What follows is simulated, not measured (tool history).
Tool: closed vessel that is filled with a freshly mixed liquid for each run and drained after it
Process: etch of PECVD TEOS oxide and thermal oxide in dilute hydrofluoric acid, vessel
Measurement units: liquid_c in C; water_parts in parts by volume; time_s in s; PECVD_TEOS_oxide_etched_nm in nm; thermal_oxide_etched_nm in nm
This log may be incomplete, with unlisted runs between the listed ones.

run    day  liquid_c  water_parts  time_s  PECVD_TEOS_oxide_etched_nm  thermal_oxide_etched_nm
  1  0.000      26.0          195      60                      5.0603                  1.23280
  2  0.271      26.0          255      60                      3.6411                  0.88157
  3  0.321      24.0          275      60                      3.1309                  0.74849
  4  0.396      23.0          295      60                      2.6977                  0.68520
  5  0.754      23.0          295      40                      1.8279                  0.42882
  6  0.912      23.0          295      55                      2.4783                  0.59435
  7  1.217      22.0          305      55                      2.2956                  0.57457
  8  1.508      22.5          315      55                      2.2594                  0.53545
  9  1.654      21.5          320      55                      2.0943                  0.51525

Run 10 comes next. What will it give?
 10  1.938      21.5          325      55                           ?                        ?

{"run 10": {"PECVD_TEOS_oxide_etched_nm": 2.0965, "thermal_oxide_etched_nm": 0.49851}}

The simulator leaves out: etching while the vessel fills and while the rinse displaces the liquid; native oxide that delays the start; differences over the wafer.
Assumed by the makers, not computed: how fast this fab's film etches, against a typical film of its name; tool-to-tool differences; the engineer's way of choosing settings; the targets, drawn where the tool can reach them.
